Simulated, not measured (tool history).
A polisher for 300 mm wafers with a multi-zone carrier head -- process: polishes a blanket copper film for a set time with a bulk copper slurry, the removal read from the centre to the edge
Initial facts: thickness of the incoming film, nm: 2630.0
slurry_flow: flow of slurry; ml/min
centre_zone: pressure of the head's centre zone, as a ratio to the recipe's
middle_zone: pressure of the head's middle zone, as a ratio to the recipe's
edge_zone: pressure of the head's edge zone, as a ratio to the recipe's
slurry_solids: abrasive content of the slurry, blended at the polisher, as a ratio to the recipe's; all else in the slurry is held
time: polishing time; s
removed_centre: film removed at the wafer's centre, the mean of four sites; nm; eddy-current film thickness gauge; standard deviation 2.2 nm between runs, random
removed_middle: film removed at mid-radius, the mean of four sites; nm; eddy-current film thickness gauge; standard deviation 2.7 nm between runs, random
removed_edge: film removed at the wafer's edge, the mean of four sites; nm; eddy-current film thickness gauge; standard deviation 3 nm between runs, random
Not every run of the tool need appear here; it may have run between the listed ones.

{"run": 1, "hour": 0.0, "slurry_flow": 230, "centre_zone": 1, "middle_zone": 1, "edge_zone": 1, "slurry_solids": 1, "time": 59, "removed_centre": 428.42, "removed_middle": 434.82, "removed_edge": 435.41}
{"run": 2, "hour": 3.4, "slurry_flow": 200, "centre_zone": 1, "middle_zone": 1, "edge_zone": 1, "slurry_solids": 1, "time": 59, "removed_centre": 425.59, "removed_middle": 434.46, "removed_edge": 429.19}
{"run": 3, "hour": 4.1, "slurry_flow": 200, "centre_zone": 1, "middle_zone": 1, "edge_zone": 1, "slurry_solids": 1.1, "time": 59, "removed_centre": 422.16, "removed_middle": 434.99, "removed_edge": 439.86}
{"run": 4, "hour": 6.7, "slurry_flow": 200, "centre_zone": 1, "middle_zone": 1, "edge_zone": 1, "slurry_solids": 1.2, "time": 59, "removed_centre": 431.63, "removed_middle": 438.71, "removed_edge": 442.19}
{"run": 5, "hour": 14.5, "slurry_flow": 200, "centre_zone": 1, "middle_zone": 1, "edge_zone": 1, "slurry_solids": 1.35, "time": 59, "removed_centre": 447.38, "removed_middle": 448.46, "removed_edge": 450.97}
{"run": 6, "hour": 19.3, "slurry_flow": 200, "centre_zone": 1, "middle_zone": 0.94, "edge_zone": 1, "slurry_solids": 1.35, "time": 59, "removed_centre": 439.82, "removed_middle": 423.92, "removed_edge": 452.3}
{"run": 7, "hour": 24.7, "slurry_flow": 180, "centre_zone": 0.9, "middle_zone": 0.84, "edge_zone": 0.9, "slurry_solids": 1.1, "time": 42, "removed_centre": 283.95, "removed_middle": 269.77, "removed_edge": 292.17}
{"run": 8, "hour": 28.2, "slurry_flow": 175, "centre_zone": 0.87, "middle_zone": 0.84, "edge_zone": 0.92, "slurry_solids": 1, "time": 41, "removed_centre": 259.47, "removed_middle": 253.48, "removed_edge": 284.5}
{"run": 9, "hour": 29.2, "slurry_flow": 170, "centre_zone": 0.85, "middle_zone": 0.85, "edge_zone": 0.91, "slurry_solids": 0.95, "time": 41, "removed_centre": 249.28, "removed_middle": 253.07, "removed_edge": 274.44}

Run 10 is up next; what results do you expect?
{"run": 10, "hour": 34.8, "slurry_flow": 150, "centre_zone": 0.81, "middle_zone": 0.84, "edge_zone": 0.96, "slurry_solids": 0.8, "time": 40, "removed_centre": "?", "removed_middle": "?", "removed_edge": "?"}

{"run 10": {"removed_centre": 226.36, "removed_middle": 228.61, "removed_edge": 264.7}}

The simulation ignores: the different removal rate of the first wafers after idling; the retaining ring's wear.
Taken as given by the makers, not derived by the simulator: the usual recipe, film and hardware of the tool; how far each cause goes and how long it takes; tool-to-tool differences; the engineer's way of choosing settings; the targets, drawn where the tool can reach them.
